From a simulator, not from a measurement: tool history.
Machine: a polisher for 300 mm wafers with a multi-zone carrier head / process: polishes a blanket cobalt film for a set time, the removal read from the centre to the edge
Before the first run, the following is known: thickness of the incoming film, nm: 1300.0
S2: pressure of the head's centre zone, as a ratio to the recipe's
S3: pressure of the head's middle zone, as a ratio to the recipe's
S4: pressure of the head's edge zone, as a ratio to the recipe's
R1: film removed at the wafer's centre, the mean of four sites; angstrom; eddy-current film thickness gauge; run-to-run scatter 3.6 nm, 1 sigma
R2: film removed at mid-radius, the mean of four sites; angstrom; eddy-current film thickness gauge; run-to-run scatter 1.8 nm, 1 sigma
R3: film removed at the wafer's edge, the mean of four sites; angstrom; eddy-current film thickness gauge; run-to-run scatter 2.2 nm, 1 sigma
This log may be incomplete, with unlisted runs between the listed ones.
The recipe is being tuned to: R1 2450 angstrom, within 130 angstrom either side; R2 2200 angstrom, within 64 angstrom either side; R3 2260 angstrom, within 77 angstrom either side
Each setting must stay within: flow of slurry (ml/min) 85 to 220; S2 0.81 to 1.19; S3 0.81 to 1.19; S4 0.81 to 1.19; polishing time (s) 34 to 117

run 1 hour=0 | flow_of_slurry_(ml/min)=140 S2=1 S3=1 S4=1 polishing_time_(s)=75 | R1=3349.6 R2=3414.5 R3=3379.4
run 2 hour=6.9 | flow_of_slurry_(ml/min)=170 S2=1 S3=1 S4=1 polishing_time_(s)=75 | R1=3413.3 R2=3473.1 R3=3429.6
run 3 hour=11.1 | flow_of_slurry_(ml/min)=170 S2=1 S3=0.98 S4=0.98 polishing_time_(s)=71 | R1=3329 R2=3323.5 R3=3202.5
run 4 hour=17.8 | flow_of_slurry_(ml/min)=165 S2=1 S3=0.96 S4=0.98 polishing_time_(s)=68 | R1=3174.4 R2=3062.2 R3=3089.5
run 5 hour=19.9 | flow_of_slurry_(ml/min)=165 S2=1 S3=0.96 S4=0.9 polishing_time_(s)=68 | R1=3112.5 R2=3049.2 R3=2999.3
run 6 hour=27.8 | flow_of_slurry_(ml/min)=185 S2=1 S3=0.96 S4=0.9 polishing_time_(s)=68 | R1=3157.7 R2=3082.7 R3=3021.6
run 7 hour=29.3 | flow_of_slurry_(ml/min)=185 S2=1 S3=0.95 S4=0.89 polishing_time_(s)=65 | R1=3050.1 R2=2921.6 R3=2839.8
run 8 hour=37.2 | flow_of_slurry_(ml/min)=185 S2=1 S3=0.94 S4=0.89 polishing_time_(s)=63 | R1=2958.5 R2=2843.9 R3=2789.9

Which single option among these 4 for the next run brings every result within its allowed miss of target? Just one does.
run A hour=45.1 | flow_of_slurry_(ml/min)=180 S2=1.02 S3=0.89 S4=0.88 polishing_time_(s)=51 | R1=? R2=? R3=?
run B hour=45.1 | flow_of_slurry_(ml/min)=205 S2=0.91 S3=0.9 S4=0.95 polishing_time_(s)=84 | R1=? R2=? R3=?
run C hour=45.1 | flow_of_slurry_(ml/min)=185 S2=0.89 S3=0.9 S4=0.89 polishing_time_(s)=48 | R1=? R2=? R3=?
run D hour=45.1 | flow_of_slurry_(ml/min)=210 S2=1.05 S3=1.11 S4=0.86 polishing_time_(s)=47 | R1=? R2=? R3=?

move=A R1=2449.1 R2=2140.6 R3=2212.3
move=B R1=3656.8 R2=3613.7 R3=3785.2
move=C R1=2016.5 R2=2041.3 R3=2095
move=D R1=2374.1 R2=2417.3 R3=2043
A: every result within its allowed miss
B: its largest miss is bigger than the last run's
C: pushes the last run's worst result past its target
D: an improvement on the last run, though not all results are within tolerance
A meets every target.

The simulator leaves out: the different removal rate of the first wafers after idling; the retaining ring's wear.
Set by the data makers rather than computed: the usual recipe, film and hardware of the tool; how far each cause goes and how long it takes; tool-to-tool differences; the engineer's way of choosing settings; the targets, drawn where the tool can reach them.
